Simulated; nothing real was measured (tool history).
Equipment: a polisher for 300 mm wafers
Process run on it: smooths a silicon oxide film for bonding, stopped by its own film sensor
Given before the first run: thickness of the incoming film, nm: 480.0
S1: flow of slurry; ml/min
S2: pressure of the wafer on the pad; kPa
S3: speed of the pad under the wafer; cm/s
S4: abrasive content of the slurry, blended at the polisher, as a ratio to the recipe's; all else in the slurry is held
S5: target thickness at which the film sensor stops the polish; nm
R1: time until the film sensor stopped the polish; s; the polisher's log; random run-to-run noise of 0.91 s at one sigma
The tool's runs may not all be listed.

run 1 hour=0.0 | S1=315 S2=15.9 S3=106 S4=1.0 S5=430 | R1=47.451
run 2 hour=1.1 | S1=315 S2=13.8 S3=106 S4=1.0 S5=430 | R1=53.215
run 3 hour=8.9 | S1=315 S2=17.2 S3=106 S4=1.0 S5=430 | R1=43.459
run 4 hour=11.7 | S1=315 S2=17.2 S3=106 S4=1.0 S5=435 | R1=39.261
run 5 hour=17.6 | S1=315 S2=17.2 S3=106 S4=1.0 S5=435 | R1=38.737
run 6 hour=26.5 | S1=315 S2=17.2 S3=106 S4=1.0 S5=430 | R1=42.906
run 7 hour=35.2 | S1=315 S2=15.2 S3=104 S4=1.0 S5=430 | R1=49.109

The next listed run, before its measurement:
run 8 hour=40.3 | S1=315 S2=13.1 S3=102 S4=1.0 S5=430 | R1=?

{"run 8": {"R1": 58.59}}
